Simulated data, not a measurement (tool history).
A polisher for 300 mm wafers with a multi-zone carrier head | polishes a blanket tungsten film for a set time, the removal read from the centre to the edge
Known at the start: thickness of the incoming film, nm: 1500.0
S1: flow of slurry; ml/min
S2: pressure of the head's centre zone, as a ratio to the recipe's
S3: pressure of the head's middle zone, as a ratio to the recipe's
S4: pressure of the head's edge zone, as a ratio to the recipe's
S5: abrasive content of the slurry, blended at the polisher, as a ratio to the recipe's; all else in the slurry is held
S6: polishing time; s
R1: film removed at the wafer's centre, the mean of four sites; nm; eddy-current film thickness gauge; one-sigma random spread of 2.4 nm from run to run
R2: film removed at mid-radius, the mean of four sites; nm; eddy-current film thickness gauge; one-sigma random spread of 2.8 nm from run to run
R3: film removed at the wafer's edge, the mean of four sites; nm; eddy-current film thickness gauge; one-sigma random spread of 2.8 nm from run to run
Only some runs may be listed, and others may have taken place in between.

run 1 hour=0.0 | S1=230 S2=1.00 S3=1.00 S4=1.00 S5=1.00 S6=36 | R1=187.94 R2=181.77 R3=184.07
run 2 hour=7.0 | S1=230 S2=0.95 S3=1.00 S4=1.00 S5=1.00 S6=36 | R1=175.92 R2=183.48 R3=185.16
run 3 hour=12.0 | S1=260 S2=0.95 S3=1.00 S4=1.00 S5=1.00 S6=36 | R1=180.81 R2=186.91 R3=189.28
run 4 hour=16.6 | S1=260 S2=0.89 S3=1.00 S4=1.00 S5=1.00 S6=36 | R1=171.14 R2=189.13 R3=186.64
run 5 hour=18.7 | S1=260 S2=0.89 S3=1.00 S4=1.00 S5=1.00 S6=40 | R1=189.63 R2=213.21 R3=207.57
run 6 hour=25.2 | S1=270 S2=0.90 S3=1.01 S4=1.00 S5=1.00 S6=40 | R1=189.94 R2=207.89 R3=204.24
run 7 hour=27.8 | S1=270 S2=0.90 S3=1.02 S4=1.00 S5=1.05 S6=40 | R1=192.53 R2=221.66 R3=210.36

For run 8, what comes out?
run 8 hour=33.3 | S1=275 S2=0.91 S3=1.02 S4=1.00 S5=1.05 S6=40 | R1=? R2=? R3=?

R1: 193.27 nm
R2: 218.39 nm
R3: 207.85 nm
